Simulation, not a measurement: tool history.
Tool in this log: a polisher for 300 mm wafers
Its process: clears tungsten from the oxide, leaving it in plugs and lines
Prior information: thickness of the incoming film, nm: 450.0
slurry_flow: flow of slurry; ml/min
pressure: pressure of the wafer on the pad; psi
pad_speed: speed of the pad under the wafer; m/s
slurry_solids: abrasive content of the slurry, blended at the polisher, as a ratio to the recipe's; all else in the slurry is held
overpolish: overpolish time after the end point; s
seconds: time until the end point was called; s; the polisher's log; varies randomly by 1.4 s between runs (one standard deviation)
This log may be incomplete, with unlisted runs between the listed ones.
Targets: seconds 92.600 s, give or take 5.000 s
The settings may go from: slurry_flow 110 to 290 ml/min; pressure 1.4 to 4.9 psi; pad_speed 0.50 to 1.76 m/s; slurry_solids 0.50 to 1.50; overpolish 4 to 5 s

run,hour,slurry_flow,pressure,pad_speed,slurry_solids,overpolish,seconds
1,0.0,185,3.1,1.12,1.00,5,120.510
2,2.3,155,3.1,1.12,1.00,5,123.410
3,9.3,155,3.1,1.12,0.90,5,124.420
4,10.3,155,2.5,1.12,0.90,5,159.180
5,15.8,155,2.5,1.12,1.00,5,151.930
# hour 19.5: slurry blender recalibrated
6,19.5,155,2.9,1.14,1.00,5,123.940
7,22.8,155,3.1,1.14,1.00,5,114.930
8,29.5,155,3.1,1.14,1.00,5,116.270
9,33.8,155,3.3,1.14,1.00,5,111.230
10,39.1,155,3.5,1.14,1.00,5,101.060
11,47.8,155,3.6,1.14,1.00,5,100.530

Which of these 4 next moves meets every target?
A,56.5,120,3.5,1.34,1.05,4,?
B,56.5,160,3.9,1.00,1.05,4,?
C,56.5,130,3.7,0.98,0.90,5,?
D,56.5,215,3.1,1.16,0.85,5,?

move,seconds
A,91.745
B,102.920
C,118.400
D,110.100
A: in spec on every target
B: misses by more than the last run did
C: misses by more than the last run did
D: misses by more than the last run did
A is the move that brings every result within its allowed miss.
